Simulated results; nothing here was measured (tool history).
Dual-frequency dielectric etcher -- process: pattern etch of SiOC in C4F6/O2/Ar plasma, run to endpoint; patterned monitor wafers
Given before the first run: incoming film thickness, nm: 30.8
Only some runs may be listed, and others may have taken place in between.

{"run": 1, "hour": 0.0, "bias power (kW)": 0.621, "source power (kW)": 0.42, "endpoint time (s)": 9.8344}
{"run": 2, "hour": 6.8, "bias power (kW)": 0.682, "source power (kW)": 0.42, "endpoint time (s)": 9.4903}
{"run": 3, "hour": 14.7, "bias power (kW)": 0.682, "source power (kW)": 0.39, "endpoint time (s)": 9.6464}
{"run": 4, "hour": 19.0, "bias power (kW)": 0.682, "source power (kW)": 0.35, "endpoint time (s)": 10.002}
{"run": 5, "hour": 28.0, "bias power (kW)": 0.593, "source power (kW)": 0.35, "endpoint time (s)": 10.554}
{"run": 6, "hour": 29.9, "bias power (kW)": 0.568, "source power (kW)": 0.35, "endpoint time (s)": 10.76}
{"run": 7, "hour": 33.0, "bias power (kW)": 0.568, "source power (kW)": 0.35, "endpoint time (s)": 10.848}

Run 8 is up next; what results do you expect?
{"run": 8, "hour": 40.1, "bias power (kW)": 0.558, "source power (kW)": 0.35, "endpoint time (s)": "?"}

{"run 8": {"endpoint time (s)": 10.87}}

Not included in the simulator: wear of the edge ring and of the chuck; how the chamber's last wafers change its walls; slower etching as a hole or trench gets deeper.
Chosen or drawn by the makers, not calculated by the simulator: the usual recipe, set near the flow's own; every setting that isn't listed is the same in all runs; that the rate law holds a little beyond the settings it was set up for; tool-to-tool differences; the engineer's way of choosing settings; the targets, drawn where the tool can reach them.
